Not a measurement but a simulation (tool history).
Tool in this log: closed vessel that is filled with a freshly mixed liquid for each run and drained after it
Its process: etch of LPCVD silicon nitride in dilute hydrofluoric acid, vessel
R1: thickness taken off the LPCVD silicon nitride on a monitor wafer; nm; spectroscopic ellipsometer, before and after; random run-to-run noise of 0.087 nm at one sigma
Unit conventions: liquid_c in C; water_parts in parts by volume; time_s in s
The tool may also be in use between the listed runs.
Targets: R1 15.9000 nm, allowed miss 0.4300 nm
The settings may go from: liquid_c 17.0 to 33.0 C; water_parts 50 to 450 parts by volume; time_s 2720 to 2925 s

{"run": 1, "hour": 0.0, "liquid_c": 25.0, "water_parts": 250, "time_s": 2720, "R1": 6.3395}
{"run": 2, "hour": 2.9, "liquid_c": 25.0, "water_parts": 335, "time_s": 2720, "R1": 4.8021}
{"run": 3, "hour": 8.0, "liquid_c": 22.5, "water_parts": 335, "time_s": 2720, "R1": 4.1304}
{"run": 4, "hour": 11.7, "liquid_c": 22.5, "water_parts": 335, "time_s": 2925, "R1": 4.4355}
{"run": 5, "hour": 19.5, "liquid_c": 24.5, "water_parts": 335, "time_s": 2925, "R1": 5.033}
{"run": 6, "hour": 28.5, "liquid_c": 27.0, "water_parts": 280, "time_s": 2925, "R1": 6.9458}
{"run": 7, "hour": 34.5, "liquid_c": 29.0, "water_parts": 235, "time_s": 2925, "R1": 9.3482}
{"run": 8, "hour": 41.7, "liquid_c": 30.0, "water_parts": 210, "time_s": 2925, "R1": 11.082}
{"run": 9, "hour": 45.5, "liquid_c": 31.0, "water_parts": 195, "time_s": 2925, "R1": 12.772}
{"run": 10, "hour": 46.0, "liquid_c": 31.5, "water_parts": 190, "time_s": 2925, "R1": 13.59}
{"run": 11, "hour": 49.7, "liquid_c": 32.0, "water_parts": 185, "time_s": 2925, "R1": 14.385}

4 candidate next runs follow, results not yet known. Just one meets every target within its allowed miss. Identify it.
{"run": "A", "hour": 53.4, "liquid_c": 31.0, "water_parts": 145, "time_s": 2720, "R1": "?"}
{"run": "B", "hour": 53.4, "liquid_c": 32.0, "water_parts": 210, "time_s": 2925, "R1": "?"}
{"run": "C", "hour": 53.4, "liquid_c": 32.0, "water_parts": 175, "time_s": 2720, "R1": "?"}
{"run": "D", "hour": 53.4, "liquid_c": 32.5, "water_parts": 210, "time_s": 2720, "R1": "?"}

move=A R1=16.0660
move=B R1=12.5460
move=C R1=14.0770
move=D R1=12.0120
A: hits every target within its allowed miss
B: further off than the last run
C: further off than the last run
D: further off than the last run
Go with A: it meets all targets.

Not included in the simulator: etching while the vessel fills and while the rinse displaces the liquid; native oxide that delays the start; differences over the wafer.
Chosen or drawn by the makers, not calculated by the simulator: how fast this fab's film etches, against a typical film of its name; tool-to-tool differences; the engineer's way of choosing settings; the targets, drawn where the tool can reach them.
